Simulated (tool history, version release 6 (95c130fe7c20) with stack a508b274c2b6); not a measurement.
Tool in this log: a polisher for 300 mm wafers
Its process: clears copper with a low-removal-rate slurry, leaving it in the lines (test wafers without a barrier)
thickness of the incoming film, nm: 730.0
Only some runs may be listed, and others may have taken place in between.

| run | day | flow of slurry (ml/min) | pressure of the wafer on the pad (kPa) | speed of the pad under the wafer (m/s) | abrasive content of the slurry | overpolish time after the end point (s) | time until the end point was called (s) | dishing of a wide line in a test structure (angstrom) |
|---|---|---|---|---|---|---|---|---|
| 1 | 0 | 190 | 28.3 | 1.28 | 1 | 10 | 186.5 | 252.51 |
| 2 | 0.35 | 190 | 28.3 | 0.98 | 1 | 10 | 227.76 | 209.6 |
| 3 | 0.483 | 190 | 28.3 | 0.86 | 1 | 10 | 252.42 | 188.75 |
| 4 | 0.696 | 155 | 28.3 | 0.86 | 1 | 10 | 264.75 | 191.48 |
| 5 | 0.817 | 170 | 29.6 | 0.86 | 1 | 9 | 246.98 | 180.42 |
| 6 | 0.888 | 180 | 31 | 0.86 | 1 | 8 | 234.31 | 170.7 |
| 7 | 1.112 | 190 | 32.4 | 0.86 | 1 | 7 | 228.05 | 161.71 |
| 8 | 1.45 | 200 | 33.8 | 0.86 | 1.05 | 7 | 208.02 | 169.99 |
| 9 | 1.529 | 210 | 35.2 | 0.86 | 1.05 | 7 | 203.95 | 178.93 |
| 10 | 1.9 | 220 | 35.9 | 0.88 | 1.1 | 7 | 190.54 | 183.2 |
| 11 | 1.962 | 220 | 35.9 | 0.88 | 1.1 | 7 | 197.01 | 183.93 |
| 12 | 2.238 | 225 | 36.5 | 0.9 | 1.05 | 7 | 188.64 | 190.87 |
| 13 | 2.525 | 185 | 40 | 1.08 | 1.3 | 3 | 146.24 | 110.47 |

Forecast run 14:
| 14 | 2.571 | 185 | 40 | 1.08 | 1.3 | 3 | ? | ? |

Run 14 measured time until the end point was called (s) 147.23, dishing of a wide line in a test structure (angstrom) 110.21.
